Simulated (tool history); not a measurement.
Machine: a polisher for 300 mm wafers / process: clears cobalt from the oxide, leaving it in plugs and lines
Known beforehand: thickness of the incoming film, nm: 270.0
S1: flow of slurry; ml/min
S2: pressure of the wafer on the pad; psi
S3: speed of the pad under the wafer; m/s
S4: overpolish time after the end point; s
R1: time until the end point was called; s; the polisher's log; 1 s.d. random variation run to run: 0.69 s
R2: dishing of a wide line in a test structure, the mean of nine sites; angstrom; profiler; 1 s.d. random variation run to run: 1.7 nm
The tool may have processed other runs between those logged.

run  hour   S1   S2    S3  S4      R1      R2
  1   0.0  185  2.2  0.90  14  56.961  437.26
  2   8.9  185  2.2  0.90  11  57.407  393.18
  3  16.2  185  2.3  0.90  12  55.108  403.73
  4  17.7  185  2.0  0.90  12  65.330  392.34
     26.2  -- head pressure recalibrated
  5  26.2  185  2.1  0.92  13  55.725  421.08
  6  32.1  185  2.1  0.92  17  57.377  515.23
  7  35.2  185  2.2  0.92  17  53.158  498.82

What will run 8 give?
  8  43.6  185  2.2  0.92  18   ?   ?

{"run 8": {"R1": 54.3, "R2": 540.21}}

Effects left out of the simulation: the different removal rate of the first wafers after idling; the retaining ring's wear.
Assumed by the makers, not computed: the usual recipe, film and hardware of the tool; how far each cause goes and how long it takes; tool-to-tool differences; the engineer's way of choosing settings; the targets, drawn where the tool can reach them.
